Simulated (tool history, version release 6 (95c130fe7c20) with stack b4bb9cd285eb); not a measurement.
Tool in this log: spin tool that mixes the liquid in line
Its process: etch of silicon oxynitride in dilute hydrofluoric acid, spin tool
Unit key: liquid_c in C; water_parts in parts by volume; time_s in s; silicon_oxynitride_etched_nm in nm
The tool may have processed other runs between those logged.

Run 1, day 0: liquid_c 22 C, water_parts 210 parts by volume, time_s 85 s. Result: silicon_oxynitride_etched_nm 1.0008 nm.
Run 2, day 0.075: liquid_c 24.5 C, water_parts 210 parts by volume, time_s 85 s. Result: silicon_oxynitride_etched_nm 1.1313 nm.
Run 3, day 0.354: liquid_c 24.5 C, water_parts 210 parts by volume, time_s 60 s. Result: silicon_oxynitride_etched_nm 0.78537 nm.
Run 4, day 0.638: liquid_c 24.5 C, water_parts 270 parts by volume, time_s 60 s. Result: silicon_oxynitride_etched_nm 0.59853 nm.
Run 5, day 0.838: liquid_c 24.5 C, water_parts 270 parts by volume, time_s 85 s. Result: silicon_oxynitride_etched_nm 0.83375 nm.
Run 6, day 0.958: liquid_c 24.5 C, water_parts 225 parts by volume, time_s 85 s. Result: silicon_oxynitride_etched_nm 1.0562 nm.
Run 7, day 1.283: liquid_c 23 C, water_parts 245 parts by volume, time_s 85 s. Result: silicon_oxynitride_etched_nm 0.89521 nm.

Run 8 has not been measured yet. What should we expect?
Run 8, day 1.408: liquid_c 22.5 C, water_parts 270 parts by volume, time_s 85 s. Result: silicon_oxynitride_etched_nm ?.

silicon_oxynitride_etched_nm: 0.78633 nm
